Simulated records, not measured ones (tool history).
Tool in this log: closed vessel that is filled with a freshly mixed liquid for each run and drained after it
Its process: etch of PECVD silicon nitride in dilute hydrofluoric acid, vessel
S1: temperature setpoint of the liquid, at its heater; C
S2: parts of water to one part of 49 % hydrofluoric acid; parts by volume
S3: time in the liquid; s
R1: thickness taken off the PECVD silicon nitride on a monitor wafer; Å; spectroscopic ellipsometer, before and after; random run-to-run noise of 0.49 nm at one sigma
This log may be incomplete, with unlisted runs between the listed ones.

run	hour	S1	S2	S3	R1
1	0	26	165	2520	971.9
2	8.7	26	215	2520	749.94
3	16.1	27	215	2520	793.06
4	17	28	215	2520	846.72
5	21.8	28	215	2695	906.64
6	23.4	28	215	2695	907.06
7	31	29	215	2695	958.76
8	38.8	29.5	215	2695	985.78
9	39.3	30	215	2695	1023
10	46.4	30.5	215	2695	1045.7
11	49.5	31	215	2695	1084.5

Predict the results of run 12:
12	53.4	32	215	2695	?

R1: 1147 Å
